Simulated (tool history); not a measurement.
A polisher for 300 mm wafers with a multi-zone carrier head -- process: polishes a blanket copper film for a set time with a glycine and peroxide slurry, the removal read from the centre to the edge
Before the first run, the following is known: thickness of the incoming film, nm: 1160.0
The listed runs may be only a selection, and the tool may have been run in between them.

run  hour  flow of slurry (ml/min)  pressure of the head's centre zone  pressure of the head's middle zone  pressure of the head's edge zone  polishing time (s)  film removed at the wafer's centre (Å)  film removed at mid-radius (Å)  film removed at the wafer's edge (Å)
  1     0                      265                                   1                                   1                                 1                  88                                  4003.8                          4035.7                                3880.1
  2     5                      300                                   1                                   1                                 1                  88                                    4062                          4226.8                                  4027
  3   9.9                      280                                0.99                                0.98                              1.01                  88                                  3986.2                          4154.6                                3974.4
  4  11.7                      340                                0.99                                0.98                              1.01                  88                                  4047.2                          4102.2                                  4073
  5  17.2                      340                                0.98                                0.95                              1.01                  87                                  4005.5                          4029.5                                3962.4
  6    25                      340                                0.98                                0.95                              1.01                  67                                  3039.1                          3076.7                                  3091

The next listed run, before its measurement:
  7  31.6                      350                                0.99                                0.95                              1.04                  69                                       ?                               ?                                     ?

film removed at the wafer's centre (Å): 3210.8
film removed at mid-radius (Å): 3157.2
film removed at the wafer's edge (Å): 3221.7
